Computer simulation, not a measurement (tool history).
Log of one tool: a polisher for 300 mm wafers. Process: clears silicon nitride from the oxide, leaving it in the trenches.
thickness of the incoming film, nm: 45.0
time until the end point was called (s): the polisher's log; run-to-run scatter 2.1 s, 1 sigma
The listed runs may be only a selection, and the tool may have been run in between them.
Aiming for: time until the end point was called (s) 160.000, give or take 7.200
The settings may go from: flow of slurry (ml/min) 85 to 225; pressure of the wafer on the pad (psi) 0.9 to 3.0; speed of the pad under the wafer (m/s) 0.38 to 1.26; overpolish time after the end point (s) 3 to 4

run  hour  flow of slurry (ml/min)  pressure of the wafer on the pad (psi)  speed of the pad under the wafer (m/s)  overpolish time after the end point (s)  time until the end point was called (s)
  1   0.0                      145                                     1.9                                    0.82                                        4                                   96.714
  2   1.2                      145                                     1.6                                    0.82                                        4                                  114.610
  3   4.9                      170                                     1.6                                    0.82                                        4                                  110.590
  4  13.4                      165                                     1.4                                    0.82                                        4                                  128.410
  5  18.2                      165                                     1.9                                    0.82                                        4                                   99.634
  6  19.2                      165                                     1.9                                    0.96                                        4                                   84.184
  7  28.1                      165                                     1.6                                    0.92                                        4                                  103.690
  8  34.5                      165                                     1.4                                    0.90                                        4                                  116.150
  9  42.5                      165                                     1.2                                    0.88                                        4                                  138.680
 10  45.0                      165                                     1.1                                    0.88                                        4                                  144.370

Exercise: of the 4 proposed moves below, exactly one satisfies all targets within the stated allowed misses. Which move is it?
  A  47.5                      170                                     0.9                                    0.84                                        4                                        ?
  B  47.5                      150                                     1.1                                    0.92                                        4                                        ?
  C  47.5                      195                                     0.9                                    0.92                                        3                                        ?
  D  47.5                      120                                     1.5                                    0.72                                        4                                        ?

move  time until the end point was called (s)
   A                                  178.530
   B                                  141.740
   C                                  160.150
   D                                  144.440
A: pushes the last run's worst result past its target
B: moves away from the targets compared with the last run
C: each result inside its tolerance
D: about the same distance from the targets as the last run
Move C is the one to make.
